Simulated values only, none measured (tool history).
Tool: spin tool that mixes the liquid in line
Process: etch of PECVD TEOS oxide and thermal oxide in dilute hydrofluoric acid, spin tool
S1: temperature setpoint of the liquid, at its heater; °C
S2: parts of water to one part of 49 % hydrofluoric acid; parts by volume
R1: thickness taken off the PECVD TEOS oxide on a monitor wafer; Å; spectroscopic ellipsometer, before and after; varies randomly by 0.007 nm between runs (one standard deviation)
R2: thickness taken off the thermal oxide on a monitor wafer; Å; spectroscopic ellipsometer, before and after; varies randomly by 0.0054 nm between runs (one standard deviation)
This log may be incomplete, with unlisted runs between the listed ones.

{"run": 1, "hour": 0.0, "S1": 23, "S2": 135, "time under the liquid (s)": 50, "R1": 84.219, "R2": 16.127}
{"run": 2, "hour": 9.0, "S1": 23, "S2": 180, "time under the liquid (s)": 50, "R1": 60.286, "R2": 11.592}
{"run": 3, "hour": 12.5, "S1": 20, "S2": 180, "time under the liquid (s)": 50, "R1": 53.546, "R2": 10.116}
{"run": 4, "hour": 17.6, "S1": 19.5, "S2": 190, "time under the liquid (s)": 50, "R1": 49.306, "R2": 9.3819}
{"run": 5, "hour": 18.9, "S1": 19.5, "S2": 190, "time under the liquid (s)": 35, "R1": 34.394, "R2": 6.612}
{"run": 6, "hour": 23.0, "S1": 19.5, "S2": 225, "time under the liquid (s)": 35, "R1": 28.067, "R2": 5.4832}
{"hour": 24.0, "done": "thermometer replaced"}
{"run": 7, "hour": 24.0, "S1": 19, "S2": 230, "time under the liquid (s)": 35, "R1": 25.601, "R2": 4.8708}

What will run 8 give?
{"run": 8, "hour": 28.3, "S1": 17, "S2": 235, "time under the liquid (s)": 35, "R1": "?", "R2": "?"}

Run 8 yielded R1 23.156 Å, R2 4.4013 Å.
